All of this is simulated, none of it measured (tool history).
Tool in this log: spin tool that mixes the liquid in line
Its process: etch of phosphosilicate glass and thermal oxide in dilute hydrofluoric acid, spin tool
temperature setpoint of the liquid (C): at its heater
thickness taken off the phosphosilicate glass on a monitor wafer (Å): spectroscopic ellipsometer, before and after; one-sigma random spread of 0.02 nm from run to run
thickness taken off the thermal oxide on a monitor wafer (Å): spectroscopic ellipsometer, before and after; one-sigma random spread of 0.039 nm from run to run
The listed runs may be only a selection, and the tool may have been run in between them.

run	hour	temperature setpoint of the liquid (C)	parts of water to one part of 49 % hydrofluoric acid (parts by volume)	time under the liquid (s)	thickness taken off the phosphosilicate glass on a monitor wafer (Å)	thickness taken off the thermal oxide on a monitor wafer (Å)
1	0	24	255	30	51.664	5.1196
2	1.4	25	255	30	53.487	5.3925
3	9.3	25.5	255	30	54.866	5.0122
4	17.1	25.5	205	30	71.889	5.6825
5	22.6	23.5	205	30	66.946	6.2318
6	30.7	26	205	30	73.052	7.1167
7	31.4	24.5	205	30	68.802	6.5283
8	33.4	23.5	205	30	66.956	5.811
9	41.6	22.5	205	30	64.299	5.662

Forecast run 10:
10	48.6	22	205	30	?	?

{"run 10": {"thickness taken off the phosphosilicate glass on a monitor wafer (Å)": 63.411, "thickness taken off the thermal oxide on a monitor wafer (Å)": 6.0036}}

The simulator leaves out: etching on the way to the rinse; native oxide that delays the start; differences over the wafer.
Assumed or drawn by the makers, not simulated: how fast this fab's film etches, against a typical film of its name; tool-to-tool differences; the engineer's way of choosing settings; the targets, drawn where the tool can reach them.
